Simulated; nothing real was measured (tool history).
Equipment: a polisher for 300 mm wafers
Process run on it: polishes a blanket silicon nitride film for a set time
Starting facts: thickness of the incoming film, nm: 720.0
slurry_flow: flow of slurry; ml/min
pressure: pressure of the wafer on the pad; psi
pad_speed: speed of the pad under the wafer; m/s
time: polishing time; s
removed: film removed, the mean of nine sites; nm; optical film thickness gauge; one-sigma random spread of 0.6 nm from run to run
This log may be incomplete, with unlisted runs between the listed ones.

run 1 hour=0.0 | slurry_flow=190 pressure=3.1 pad_speed=1.32 time=27 | removed=46.294
run 2 hour=7.6 | slurry_flow=190 pressure=3.0 pad_speed=1.32 time=27 | removed=43.165
run 3 hour=9.2 | slurry_flow=190 pressure=3.6 pad_speed=1.32 time=27 | removed=52.907
run 4 hour=12.9 | slurry_flow=190 pressure=3.6 pad_speed=1.08 time=27 | removed=44.869
run 5 hour=14.8 | slurry_flow=190 pressure=3.6 pad_speed=1.22 time=27 | removed=48.669
run 6 hour=15.4 | slurry_flow=170 pressure=3.6 pad_speed=1.22 time=27 | removed=49.360
run 7 hour=20.3 | slurry_flow=170 pressure=3.5 pad_speed=1.22 time=27 | removed=47.291
-- hour=29.0 head pressure recalibrated
run 8 hour=29.0 | slurry_flow=170 pressure=3.4 pad_speed=1.22 time=27 | removed=49.708

Forecast run 9:
run 9 hour=33.3 | slurry_flow=180 pressure=3.4 pad_speed=1.22 time=27 | removed=?

{"run 9": {"removed": 50.679}}
